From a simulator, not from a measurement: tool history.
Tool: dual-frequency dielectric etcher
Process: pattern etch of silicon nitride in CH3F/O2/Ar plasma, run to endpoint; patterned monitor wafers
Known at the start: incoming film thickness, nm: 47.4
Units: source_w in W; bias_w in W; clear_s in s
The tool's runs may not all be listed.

Run 1, hour 0: source_w 390 W, bias_w 52 W. Result: clear_s 75.44 s.
Run 2, hour 7.7: source_w 340 W, bias_w 52 W. Result: clear_s 81.963 s.
Run 3, hour 14.2: source_w 340 W, bias_w 58 W. Result: clear_s 78.745 s.
Run 4, hour 16.5: source_w 360 W, bias_w 58 W. Result: clear_s 76.12 s.
Run 5, hour 20.7: source_w 360 W, bias_w 49 W. Result: clear_s 80.997 s.
Run 6, hour 28.3: source_w 290 W, bias_w 49 W. Result: clear_s 93.687 s.
Run 7, hour 32.7: source_w 310 W, bias_w 49 W. Result: clear_s 89.226 s.
Run 8, hour 38.9: source_w 330 W, bias_w 49 W. Result: clear_s 86.548 s.
Run 9, hour 41.1: source_w 350 W, bias_w 49 W. Result: clear_s 84.702 s.
Run 10, hour 43.8: source_w 370 W, bias_w 49 W. Result: clear_s 81.232 s.
Run 11, hour 48.4: source_w 390 W, bias_w 49 W. Result: clear_s 78.246 s.
Run 12, hour 56.1: source_w 470 W, bias_w 59 W. Result: clear_s 64.65 s.
Run 13, hour 62.7: source_w 480 W, bias_w 59 W. Result: clear_s 64.771 s.

The next listed run, before its measurement:
Run 14, hour 63.8: source_w 550 W, bias_w 65 W. Result: clear_s ?.

Run 14 gave clear_s 57.683 s.

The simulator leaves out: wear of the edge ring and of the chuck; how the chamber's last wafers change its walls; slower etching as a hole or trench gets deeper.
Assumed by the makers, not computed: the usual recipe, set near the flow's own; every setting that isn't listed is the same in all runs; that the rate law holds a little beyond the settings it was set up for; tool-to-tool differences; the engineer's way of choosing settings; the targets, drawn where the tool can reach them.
